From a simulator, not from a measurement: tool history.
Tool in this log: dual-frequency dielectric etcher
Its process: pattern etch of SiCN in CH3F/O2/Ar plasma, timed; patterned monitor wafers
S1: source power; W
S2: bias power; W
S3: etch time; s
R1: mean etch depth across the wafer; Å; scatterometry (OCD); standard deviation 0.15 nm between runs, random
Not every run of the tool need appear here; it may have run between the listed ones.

run  hour   S1  S2  S3      R1
  1     0  290  90  93  355.05
  2   6.3  290  81  93  343.29
  3   8.2  310  84  93  356.23
  4  10.1  310  92  93  369.78
  5  11.5  310  92  93  367.25
  6  14.5  280  92  93  353.14

Predict the results of run 7:
  7  22.8  300  94  93   ?

Run 7 measured R1 367.31 Å.
